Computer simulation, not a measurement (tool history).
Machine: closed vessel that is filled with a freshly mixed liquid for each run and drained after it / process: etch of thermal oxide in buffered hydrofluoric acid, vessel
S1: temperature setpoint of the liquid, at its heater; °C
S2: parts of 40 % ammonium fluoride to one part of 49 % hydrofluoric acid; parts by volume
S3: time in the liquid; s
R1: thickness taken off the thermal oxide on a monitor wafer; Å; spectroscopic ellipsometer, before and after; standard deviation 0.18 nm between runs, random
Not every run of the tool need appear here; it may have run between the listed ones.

| run | hour | S1 | S2 | S3 | R1 |
|---|---|---|---|---|---|
| 1 | 0.0 | 21.0 | 8.0 | 30 | 365.51 |
| 2 | 6.3 | 20.5 | 8.0 | 30 | 357.12 |
| 3 | 11.1 | 20.5 | 8.0 | 30 | 354.16 |
| 4 | 19.7 | 20.5 | 7.0 | 30 | 412.23 |
| 5 | 20.6 | 20.5 | 5.0 | 30 | 549.93 |
| 6 | 22.8 | 23.5 | 5.0 | 30 | 643.80 |
| 7 | 29.5 | 22.5 | 5.5 | 30 | 564.00 |
| 8 | 30.5 | 21.5 | 6.0 | 30 | 497.95 |
| 9 | 34.4 | 21.0 | 6.5 | 30 | 449.46 |

Run 10, settings as shown, results not yet in. Your forecast:
| 10 | 38.6 | 20.5 | 6.5 | 30 | ? |

Run 10 measured R1 441.16 Å.
